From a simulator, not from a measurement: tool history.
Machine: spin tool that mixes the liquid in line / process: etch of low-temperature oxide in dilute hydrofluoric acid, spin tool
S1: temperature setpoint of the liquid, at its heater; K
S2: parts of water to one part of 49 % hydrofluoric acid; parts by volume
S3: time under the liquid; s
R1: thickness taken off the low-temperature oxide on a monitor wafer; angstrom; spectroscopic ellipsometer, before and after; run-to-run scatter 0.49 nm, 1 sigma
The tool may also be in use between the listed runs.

run	hour	S1	S2	S3	R1
1	0.0	297.15	155	305	224.27
2	2.4	298.65	140	305	264.74
3	8.2	302.15	140	305	304.40
4	15.4	305.15	140	305	337.23
5	20.4	305.15	130	305	374.19
6	23.0	305.15	130	305	370.04
7	25.9	305.15	120	305	406.82
8	32.5	305.15	115	305	425.90
9	37.8	305.15	70	305	757.03
10	42.3	303.65	70	305	711.18

Run 11 comes next. What will it give?
11	48.4	302.65	70	305	?

R1: 683.06 angstrom
